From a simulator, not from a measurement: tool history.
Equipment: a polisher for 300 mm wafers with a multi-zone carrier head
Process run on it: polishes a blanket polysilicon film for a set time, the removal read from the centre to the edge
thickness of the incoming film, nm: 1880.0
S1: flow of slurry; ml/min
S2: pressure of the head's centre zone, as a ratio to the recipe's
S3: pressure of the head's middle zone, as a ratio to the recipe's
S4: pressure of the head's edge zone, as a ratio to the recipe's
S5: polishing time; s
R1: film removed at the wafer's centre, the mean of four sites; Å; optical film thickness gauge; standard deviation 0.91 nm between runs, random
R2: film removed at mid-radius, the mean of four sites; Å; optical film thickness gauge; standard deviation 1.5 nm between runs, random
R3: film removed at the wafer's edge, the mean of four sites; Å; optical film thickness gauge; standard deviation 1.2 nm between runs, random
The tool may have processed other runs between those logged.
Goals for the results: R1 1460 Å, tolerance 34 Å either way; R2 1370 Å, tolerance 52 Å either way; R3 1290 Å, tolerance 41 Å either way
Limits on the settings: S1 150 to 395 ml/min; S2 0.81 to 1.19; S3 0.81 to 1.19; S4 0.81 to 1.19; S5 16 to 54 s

run  hour   S1    S2    S3    S4  S5      R1      R2      R3
  1     0  250     1     1     1  35  2293.2  2323.7  2366.9
  2   6.3  250     1     1  0.97  35    2325  2272.5  2351.2
  3   8.3  250     1  1.01  0.95  33  2183.3  2172.6  2199.6
  4   9.3  250     1  1.01  1.02  33  2198.4    2222  2273.7
  5  14.6  215     1  1.01  1.02  33    2166  2170.7  2234.1
  6  17.3  210  1.01  1.02     1  31  2013.4    2014  2070.2
  7  23.2  210  1.02  1.03  0.98  29  1910.8  1960.2  1890.8
  8  29.5  205  1.03  1.02  0.96  28  1844.1  1859.5  1860.1
  9  35.7  205  1.05  1.02  0.95  27  1810.2  1801.2  1759.5
 10  37.2  205  1.06  1.02  0.94  26  1759.3  1696.1    1699
 11  45.6  205  1.07  1.02  0.93  25  1725.3  1640.4  1631.6
 12  49.3  220  1.08  1.02  0.83  18  1271.9  1210.6  1107.8

4 candidate next runs follow, results not yet known. Just one meets every target within its allowed miss. Identify it.
  A    53  205  0.92  0.91  1.02  19   ?   ?   ?
  B    53  195   1.1  1.04  0.87  21   ?   ?   ?
  C    53  220  1.08  1.07  0.81  16   ?   ?   ?
  D    53  150  1.15  0.82  0.87  23   ?   ?   ?

move      R1      R2      R3
   A  1124.3  1155.9  1282.6
   B  1477.1    1364  1307.3
   C  1125.2  1073.8  976.52
   D  1611.7  1260.5  1390.8
A: the biggest miss grows against the last run
B: all results land within tolerance of their targets
C: the biggest miss grows against the last run
D: pushes the last run's worst result past its target
Go with B: it meets all targets.
